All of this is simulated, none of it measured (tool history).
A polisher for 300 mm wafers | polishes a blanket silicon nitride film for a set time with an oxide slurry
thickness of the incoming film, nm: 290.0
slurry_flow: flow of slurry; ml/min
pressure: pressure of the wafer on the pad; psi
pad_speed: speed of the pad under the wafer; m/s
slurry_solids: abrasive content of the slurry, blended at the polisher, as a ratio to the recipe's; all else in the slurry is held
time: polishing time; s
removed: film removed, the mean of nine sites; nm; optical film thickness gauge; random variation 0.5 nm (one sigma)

{"run": 1, "hour": 0.0, "slurry_flow": 285, "pressure": 3.2, "pad_speed": 1.16, "slurry_solids": 1, "time": 85, "removed": 59.737}
{"run": 2, "hour": 5.6, "slurry_flow": 245, "pressure": 3.2, "pad_speed": 1.16, "slurry_solids": 1, "time": 85, "removed": 59.14}
{"run": 3, "hour": 13.9, "slurry_flow": 245, "pressure": 3.3, "pad_speed": 1.16, "slurry_solids": 1, "time": 85, "removed": 60.371}
{"run": 4, "hour": 18.8, "slurry_flow": 300, "pressure": 3.3, "pad_speed": 1.16, "slurry_solids": 1, "time": 85, "removed": 62.392}
{"run": 5, "hour": 23.3, "slurry_flow": 340, "pressure": 3.3, "pad_speed": 1.16, "slurry_solids": 1, "time": 85, "removed": 62.35}
{"run": 6, "hour": 27.2, "slurry_flow": 290, "pressure": 3.3, "pad_speed": 1.16, "slurry_solids": 1, "time": 85, "removed": 60.87}
{"run": 7, "hour": 28.3, "slurry_flow": 290, "pressure": 3.4, "pad_speed": 1.16, "slurry_solids": 1, "time": 85, "removed": 62.908}
{"run": 8, "hour": 34.4, "slurry_flow": 295, "pressure": 3.5, "pad_speed": 1.16, "slurry_solids": 1, "time": 85, "removed": 65.179}
{"run": 9, "hour": 40.5, "slurry_flow": 300, "pressure": 3.6, "pad_speed": 1.16, "slurry_solids": 1, "time": 85, "removed": 64.973}

Run 10 comes next. What will it give?
{"run": 10, "hour": 49.0, "slurry_flow": 300, "pressure": 3.6, "pad_speed": 1.16, "slurry_solids": 1, "time": 85, "removed": "?"}

Run 10 gave removed 65.334 nm.
